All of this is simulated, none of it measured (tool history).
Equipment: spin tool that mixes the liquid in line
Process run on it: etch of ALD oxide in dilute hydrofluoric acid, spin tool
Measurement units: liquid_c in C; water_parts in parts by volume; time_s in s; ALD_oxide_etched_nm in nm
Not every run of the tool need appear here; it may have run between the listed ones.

run 1 hour=0.0 | liquid_c=21.0 water_parts=60 time_s=20 | ALD_oxide_etched_nm=4.4571
run 2 hour=7.0 | liquid_c=21.0 water_parts=50 time_s=20 | ALD_oxide_etched_nm=5.4556
run 3 hour=10.2 | liquid_c=22.5 water_parts=45 time_s=20 | ALD_oxide_etched_nm=6.5005
run 4 hour=17.8 | liquid_c=24.0 water_parts=45 time_s=20 | ALD_oxide_etched_nm=6.7620
run 5 hour=24.4 | liquid_c=24.0 water_parts=45 time_s=20 | ALD_oxide_etched_nm=6.9005
run 6 hour=31.1 | liquid_c=26.5 water_parts=45 time_s=20 | ALD_oxide_etched_nm=7.5516
-- hour=34.8 thermometer replaced
run 7 hour=34.8 | liquid_c=27.0 water_parts=40 time_s=20 | ALD_oxide_etched_nm=9.7161

Expected results for the next run?
run 8 hour=39.2 | liquid_c=27.5 water_parts=40 time_s=20 | ALD_oxide_etched_nm=?

{"run 8": {"ALD_oxide_etched_nm": 9.8953}}

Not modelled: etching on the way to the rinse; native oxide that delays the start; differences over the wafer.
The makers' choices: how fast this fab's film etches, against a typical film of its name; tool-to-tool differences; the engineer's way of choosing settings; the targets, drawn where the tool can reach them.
